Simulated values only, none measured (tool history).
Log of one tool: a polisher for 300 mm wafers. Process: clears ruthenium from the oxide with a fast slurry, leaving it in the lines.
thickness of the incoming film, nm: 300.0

run,day,flow of slurry (ml/min),pressure of the wafer on the pad (kPa),speed of the pad under the wafer (m/s),abrasive content of the slurry,overpolish time after the end point (s),time until the end point was called (s),dishing of a wide line in a test structure (nm)
1,0.000,295,15.2,1.20,1.0,13,65.751,43.948
2,0.150,295,14.5,1.20,1.0,13,66.808,41.118
3,0.417,245,14.5,1.20,1.0,13,68.297,41.018
4,0.654,245,14.5,1.20,1.0,18,70.643,54.847
5,0.683,245,14.5,1.20,1.0,15,68.710,46.437
6,0.817,245,13.8,1.20,1.0,15,71.676,46.079
7,1.067,245,13.1,1.20,1.0,15,75.509,42.477

Run 8 comes next. What will it give?
8,1.250,245,12.4,1.20,1.0,15,?,?

Run 8 gave time until the end point was called (s) 79.557, dishing of a wide line in a test structure (nm) 40.727.
